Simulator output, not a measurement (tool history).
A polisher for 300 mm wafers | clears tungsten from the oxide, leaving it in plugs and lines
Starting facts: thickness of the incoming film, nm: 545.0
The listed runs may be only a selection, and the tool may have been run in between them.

| run | hour | flow of slurry (ml/min) | pressure of the wafer on the pad (psi) | speed of the pad under the wafer (cm/s) | abrasive content of the slurry | overpolish time after the end point (s) | time until the end point was called (s) |
|---|---|---|---|---|---|---|---|
| 1 | 0.0 | 205 | 3.5 | 98 | 1.0 | 37 | 113.61 |
| 2 | 5.6 | 205 | 3.2 | 96 | 1.0 | 37 | 125.26 |
| 3 | 6.7 | 205 | 3.2 | 96 | 1.0 | 39 | 121.41 |
| 4 | 11.3 | 205 | 3.2 | 96 | 1.0 | 39 | 123.71 |
| 5 | 11.8 | 205 | 2.9 | 94 | 1.0 | 39 | 138.30 |
| 6 | 15.0 | 205 | 2.7 | 92 | 1.0 | 39 | 149.99 |
| 7 | 22.1 | 205 | 2.5 | 90 | 1.0 | 39 | 162.17 |

For run 8, what comes out?
| 8 | 30.4 | 200 | 1.6 | 84 | 1.0 | 39 | ? |

Run 8 gave time until the end point was called (s) 237.02.
